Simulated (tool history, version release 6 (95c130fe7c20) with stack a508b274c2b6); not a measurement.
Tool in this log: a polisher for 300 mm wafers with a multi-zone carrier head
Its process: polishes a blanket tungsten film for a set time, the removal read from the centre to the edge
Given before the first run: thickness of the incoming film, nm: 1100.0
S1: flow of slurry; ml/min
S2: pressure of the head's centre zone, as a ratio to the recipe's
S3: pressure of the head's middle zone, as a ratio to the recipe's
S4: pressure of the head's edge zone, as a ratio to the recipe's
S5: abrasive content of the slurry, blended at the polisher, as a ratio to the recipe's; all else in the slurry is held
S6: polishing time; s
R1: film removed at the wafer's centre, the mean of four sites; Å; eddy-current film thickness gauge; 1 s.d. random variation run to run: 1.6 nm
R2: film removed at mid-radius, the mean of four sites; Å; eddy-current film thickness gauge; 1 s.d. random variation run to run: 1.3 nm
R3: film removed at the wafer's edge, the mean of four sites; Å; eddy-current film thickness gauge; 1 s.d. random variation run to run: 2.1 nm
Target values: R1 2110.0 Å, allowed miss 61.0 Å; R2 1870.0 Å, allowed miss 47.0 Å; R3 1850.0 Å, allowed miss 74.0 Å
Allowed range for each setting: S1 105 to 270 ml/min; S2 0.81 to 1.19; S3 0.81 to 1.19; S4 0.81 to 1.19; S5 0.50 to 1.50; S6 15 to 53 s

run  hour   S1    S2    S3    S4    S5  S6      R1      R2      R3
  1   0.0  175  1.00  1.00  1.00  1.00  34  1495.0  1495.9  1540.5
  2   1.9  205  1.00  1.00  1.00  1.00  34  1510.4  1555.1  1551.9
  3  10.9  205  1.02  1.01  1.01  1.05  34  1579.1  1560.3  1571.9
  4  17.8  205  1.02  1.07  1.01  1.05  34  1579.1  1660.5  1561.5
  5  18.8  205  1.02  1.03  1.01  1.05  34  1578.4  1619.7  1583.1
  6  21.9  210  1.04  1.03  1.02  1.10  34  1624.9  1624.8  1626.1
  7  30.4  215  1.06  1.04  1.02  1.15  34  1696.4  1650.4  1602.8
  8  35.0  215  1.07  1.05  1.04  1.20  34  1741.0  1686.9  1639.0
  9  40.6  220  1.08  1.05  1.05  1.25  34  1777.1  1733.7  1682.4
 10  44.6  225  1.09  1.05  1.06  1.25  34  1777.6  1722.3  1705.5
 11  50.3  225  1.10  1.05  1.06  1.30  34  1824.6  1745.1  1731.0
 12  55.5  230  1.11  1.05  1.06  1.30  34  1831.9  1739.5  1704.9
 13  58.3  230  1.12  1.05  1.06  1.30  34  1865.7  1732.0  1728.4
 14  61.9  230  1.12  1.05  1.06  1.30  34  1870.0  1759.6  1732.4
 15  63.1  260  1.19  1.07  1.12  1.40  34  2028.8  1849.5  1819.6
 16  68.7  260  1.19  1.07  1.12  1.40  34  2042.8  1823.3  1830.4

Pick the move, out of 4, that brings all results within their allowed miss; only one does.
  A  74.3  250  1.14  1.02  1.15  1.50  34   ?   ?   ?
  B  74.3  260  1.15  1.12  1.18  1.45  33   ?   ?   ?
  C  74.3  240  1.17  1.05  1.06  1.50  35   ?   ?   ?
  D  74.3  255  1.19  0.95  1.10  1.45  35   ?   ?   ?

move      R1      R2      R3
   A  2003.1  1801.2  1868.4
   B  1956.9  1886.6  1827.0
   C  2105.3  1890.8  1837.8
   D  2140.2  1736.1  1870.0
A: the biggest miss grows against the last run
B: the biggest miss grows against the last run
C: every result lands within tolerance
D: meets the target for the result that was furthest off, but another lies outside its allowed miss
C is the move that brings every result within its allowed miss.

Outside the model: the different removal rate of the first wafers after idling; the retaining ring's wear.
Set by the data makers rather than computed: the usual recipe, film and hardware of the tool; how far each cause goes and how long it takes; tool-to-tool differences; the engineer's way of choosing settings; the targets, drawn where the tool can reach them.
